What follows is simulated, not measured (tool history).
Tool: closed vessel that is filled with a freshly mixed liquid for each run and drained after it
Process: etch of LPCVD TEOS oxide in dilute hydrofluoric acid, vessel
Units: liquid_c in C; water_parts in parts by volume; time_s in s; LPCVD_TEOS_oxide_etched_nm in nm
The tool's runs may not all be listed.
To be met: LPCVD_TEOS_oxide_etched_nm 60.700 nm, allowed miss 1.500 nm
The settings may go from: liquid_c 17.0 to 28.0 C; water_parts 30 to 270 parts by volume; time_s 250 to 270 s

run,hour,liquid_c,water_parts,time_s,LPCVD_TEOS_oxide_etched_nm
1,0.0,20.0,150,250,35.628
2,3.2,20.0,150,250,35.727
3,6.8,22.5,140,250,42.636
4,11.9,19.0,140,250,36.599
5,13.6,21.5,135,250,42.634
# hour 14.2: thermometer replaced
6,14.2,23.5,130,250,45.817
7,19.4,24.5,125,250,50.171
8,20.3,25.5,120,250,55.030
9,27.6,26.0,120,250,55.484
10,33.3,28.0,115,250,63.281

5 next moves are on the table. One of them brings every result within its allowed miss. Which?
A,39.0,27.5,125,270,?
B,39.0,28.0,120,270,?
C,39.0,26.0,110,260,?
D,39.0,28.0,115,270,?
E,39.0,26.5,115,270,?

move,LPCVD_TEOS_oxide_etched_nm
A,60.588
B,64.728
C,63.826
D,67.987
E,64.220
A: meets every target
B: further off than the last run
C: further off than the last run
D: further off than the last run
E: further off than the last run
Answer: A
